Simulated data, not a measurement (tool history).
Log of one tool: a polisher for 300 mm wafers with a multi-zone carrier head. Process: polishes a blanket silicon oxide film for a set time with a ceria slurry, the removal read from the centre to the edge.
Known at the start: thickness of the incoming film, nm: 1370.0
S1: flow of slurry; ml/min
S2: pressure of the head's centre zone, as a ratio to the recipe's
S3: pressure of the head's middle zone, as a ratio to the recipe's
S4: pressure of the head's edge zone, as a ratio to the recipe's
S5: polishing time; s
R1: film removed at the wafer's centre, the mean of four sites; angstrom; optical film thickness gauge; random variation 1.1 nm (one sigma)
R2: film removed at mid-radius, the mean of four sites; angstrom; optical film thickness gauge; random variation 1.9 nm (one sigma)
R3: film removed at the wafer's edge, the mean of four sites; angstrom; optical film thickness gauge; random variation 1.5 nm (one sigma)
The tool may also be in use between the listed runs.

run  hour   S1    S2    S3    S4  S5      R1      R2      R3
  1     0  125     1     1     1  57  3016.4  3124.2  3188.3
  2   4.5  125     1     1  1.07  57  2956.4  3085.4  3279.5
  3  12.9  120  0.97  0.99  1.01  50  2556.8  2710.4  2783.6
  4  19.5  120  0.97  0.99  0.95  50  2516.6  2654.3  2709.3
     27.9  -- edge zone pressure recalibrated
  5  27.9  115  0.95  0.99  0.92  46  2265.6  2408.8  2336.4
  6  31.1  115  0.95  0.99  0.92  51  2519.4  2695.1  2573.3

Forecast run 7:
  7  35.8  85  0.85  0.94  0.82  37   ?   ?   ?

Run 7 gave R1 1445.5 angstrom, R2 1700.9 angstrom, R3 1653.6 angstrom.

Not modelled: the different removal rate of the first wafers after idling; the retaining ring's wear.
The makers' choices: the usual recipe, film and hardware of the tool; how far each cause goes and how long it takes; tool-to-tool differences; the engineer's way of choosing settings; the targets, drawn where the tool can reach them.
